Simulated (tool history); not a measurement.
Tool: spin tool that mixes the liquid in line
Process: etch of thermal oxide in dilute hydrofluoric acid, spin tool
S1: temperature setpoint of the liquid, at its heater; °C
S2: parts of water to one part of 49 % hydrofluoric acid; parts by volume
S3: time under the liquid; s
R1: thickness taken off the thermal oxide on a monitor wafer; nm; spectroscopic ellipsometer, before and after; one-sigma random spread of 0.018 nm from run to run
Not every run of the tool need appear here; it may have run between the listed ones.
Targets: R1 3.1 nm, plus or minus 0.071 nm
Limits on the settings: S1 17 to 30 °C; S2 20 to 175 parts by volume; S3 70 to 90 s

run	day	S1	S2	S3	R1
1	0	22	95	90	3.8168
2	0.071	21	95	90	3.6688
3	0.412	20.5	95	90	3.5775
4	0.521	23.5	95	90	4.0085
5	0.688	23.5	75	90	5.2165
6	0.858	22.5	80	90	4.7033
7	0.954	22.5	80	90	4.6789
8	1.004	21.5	85	90	4.2103
9	1.321	21	85	90	4.1049

5 next moves are on the table. One of them brings every result within its allowed miss. Which?
A	1.638	21.5	95	75	?
B	1.638	23.5	70	85	?
C	1.638	21.5	65	90	?
D	1.638	20	90	85	?
E	1.638	20	80	75	?

move	R1
A	3.0807
B	5.2989
C	5.6001
D	3.4856
E	3.4997
A: in spec on every target
B: lands further from the targets than the last run did
C: lands further from the targets than the last run did
D: gains on the last run, yet a result remains outside its allowed miss
E: gains on the last run, yet a result remains outside its allowed miss
Correct choice: A, which meets every target
